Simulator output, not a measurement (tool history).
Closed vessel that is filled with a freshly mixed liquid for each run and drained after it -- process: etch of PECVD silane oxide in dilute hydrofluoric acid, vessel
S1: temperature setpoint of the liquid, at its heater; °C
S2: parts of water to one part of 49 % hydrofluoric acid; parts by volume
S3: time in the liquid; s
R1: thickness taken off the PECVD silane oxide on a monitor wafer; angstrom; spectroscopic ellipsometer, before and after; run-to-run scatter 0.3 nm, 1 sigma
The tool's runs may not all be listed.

run  hour    S1   S2   S3      R1
  1     0    24   85  100  472.69
  2     1  25.5   85  100  502.54
  3   4.6    24   90  100  439.76
  4  10.2    24  115  100  336.19
  5  13.2    24  100  100   399.2
  6  20.1    24   90  100  449.72

What does the tool deliver on the next run?
  7  23.3  22.5  95  100   ?

Run 7 measured R1 394.15 angstrom.

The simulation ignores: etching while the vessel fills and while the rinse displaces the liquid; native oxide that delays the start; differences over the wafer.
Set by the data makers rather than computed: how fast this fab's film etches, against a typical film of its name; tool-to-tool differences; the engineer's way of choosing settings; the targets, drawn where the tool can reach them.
